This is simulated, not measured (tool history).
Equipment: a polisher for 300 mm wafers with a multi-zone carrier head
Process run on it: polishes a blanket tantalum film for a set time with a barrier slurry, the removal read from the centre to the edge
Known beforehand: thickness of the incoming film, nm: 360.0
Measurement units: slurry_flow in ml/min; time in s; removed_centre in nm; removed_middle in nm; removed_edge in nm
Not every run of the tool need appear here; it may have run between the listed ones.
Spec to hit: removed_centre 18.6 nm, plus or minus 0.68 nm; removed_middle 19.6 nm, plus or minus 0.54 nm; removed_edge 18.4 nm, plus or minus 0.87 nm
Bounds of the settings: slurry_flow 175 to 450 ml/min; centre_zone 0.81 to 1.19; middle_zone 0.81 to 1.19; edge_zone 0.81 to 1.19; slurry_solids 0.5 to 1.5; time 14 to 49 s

run,day,slurry_flow,centre_zone,middle_zone,edge_zone,slurry_solids,time,removed_centre,removed_middle,removed_edge
1,0,290,1,1,1,1,31,28.184,30.779,31.433
2,0.104,290,1,1,1,1,37,33.671,36.385,37.653
3,0.375,295,1.01,1,0.97,0.9,34,30.211,32.274,32.537
4,0.412,295,1.01,1,0.97,1.1,34,32.454,34.585,35.394
5,0.567,295,1.01,1.04,0.97,1.1,34,32.536,35.979,34.839
6,0.796,260,1.01,1.04,0.97,1.1,34,32.045,35.581,34.496
7,0.875,255,1.01,1.03,0.95,1,32,28.995,32.134,31.726
8,1.096,330,1.11,1.11,0.85,0.75,23,20.36,22.031,18.968
# day 1.288: centre zone pressure recalibrated
9,1.288,325,1.04,1.01,0.84,0.6,23,17.524,17.711,16.3
10,1.412,325,1.05,1.02,0.86,0.6,23,18.095,17.832,16.546
11,1.554,325,1.05,1.03,0.88,0.6,23,17.492,17.918,16.653

Below are 4 possible settings for the next run. Only one of them brings all results inside the allowed miss of their targets. Which is it?
A,1.696,365,1.05,1.07,0.97,0.55,26,?,?,?
B,1.696,315,1.05,1.03,0.81,0.8,20,?,?,?
C,1.696,275,0.94,0.93,0.9,0.55,30,?,?,?
D,1.696,310,1.19,1.04,0.81,0.5,28,?,?,?

move,removed_centre,removed_middle,removed_edge
A,18.642,19.745,18.651
B,18.101,18.592,16.759
C,19.455,19.795,20.462
D,19.764,18.751,16.776
A: in spec on every target
B: nearer the targets than the last run, but a result is still out of spec
C: puts the biggest miss on target and leaves a different result outside tolerance
D: nearer the targets than the last run, but a result is still out of spec
A is the move that brings every result within its allowed miss.
